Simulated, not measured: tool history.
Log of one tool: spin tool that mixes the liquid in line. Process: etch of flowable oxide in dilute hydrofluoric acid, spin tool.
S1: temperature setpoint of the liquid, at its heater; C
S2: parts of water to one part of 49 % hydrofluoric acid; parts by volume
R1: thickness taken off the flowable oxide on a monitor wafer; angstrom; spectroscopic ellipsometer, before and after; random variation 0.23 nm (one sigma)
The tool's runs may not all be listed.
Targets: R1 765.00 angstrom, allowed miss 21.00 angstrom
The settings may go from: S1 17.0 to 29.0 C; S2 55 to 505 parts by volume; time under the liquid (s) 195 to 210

run 1 day=0.000 | S1=21.0 S2=280 time_under_the_liquid_(s)=195 | R1=260.28
run 2 day=0.117 | S1=21.0 S2=360 time_under_the_liquid_(s)=195 | R1=188.14
run 3 day=0.308 | S1=19.0 S2=360 time_under_the_liquid_(s)=195 | R1=175.91
run 4 day=0.500 | S1=22.0 S2=270 time_under_the_liquid_(s)=195 | R1=281.37
run 5 day=0.704 | S1=24.0 S2=210 time_under_the_liquid_(s)=195 | R1=417.46
run 6 day=0.767 | S1=25.5 S2=185 time_under_the_liquid_(s)=195 | R1=509.87
run 7 day=0.862 | S1=25.5 S2=185 time_under_the_liquid_(s)=195 | R1=513.22
run 8 day=1.221 | S1=26.5 S2=170 time_under_the_liquid_(s)=195 | R1=585.52
run 9 day=1.504 | S1=26.5 S2=170 time_under_the_liquid_(s)=195 | R1=590.80
run 10 day=1.729 | S1=29.0 S2=125 time_under_the_liquid_(s)=195 | R1=924.71
run 11 day=1.817 | S1=28.5 S2=125 time_under_the_liquid_(s)=195 | R1=912.33
run 12 day=1.946 | S1=28.0 S2=125 time_under_the_liquid_(s)=195 | R1=893.51
run 13 day=2.079 | S1=27.0 S2=125 time_under_the_liquid_(s)=195 | R1=862.25
run 14 day=2.350 | S1=26.0 S2=125 time_under_the_liquid_(s)=195 | R1=824.30
run 15 day=2.421 | S1=25.5 S2=125 time_under_the_liquid_(s)=195 | R1=811.80
run 16 day=2.512 | S1=25.0 S2=125 time_under_the_liquid_(s)=195 | R1=800.57

5 next moves are on the table. One of them brings every result within its allowed miss. Which?
run A day=2.604 | S1=24.5 S2=115 time_under_the_liquid_(s)=200 | R1=?
run B day=2.604 | S1=25.5 S2=125 time_under_the_liquid_(s)=205 | R1=?
run C day=2.604 | S1=26.0 S2=125 time_under_the_liquid_(s)=200 | R1=?
run D day=2.604 | S1=23.0 S2=130 time_under_the_liquid_(s)=210 | R1=?
run E day=2.604 | S1=26.5 S2=130 time_under_the_liquid_(s)=200 | R1=?

move=A R1=882.16
move=B R1=854.20
move=C R1=849.46
move=D R1=759.19
move=E R1=827.30
A: further off than the last run
B: further off than the last run
C: further off than the last run
D: meets every target
E: further off than the last run
Move D is the one to make.
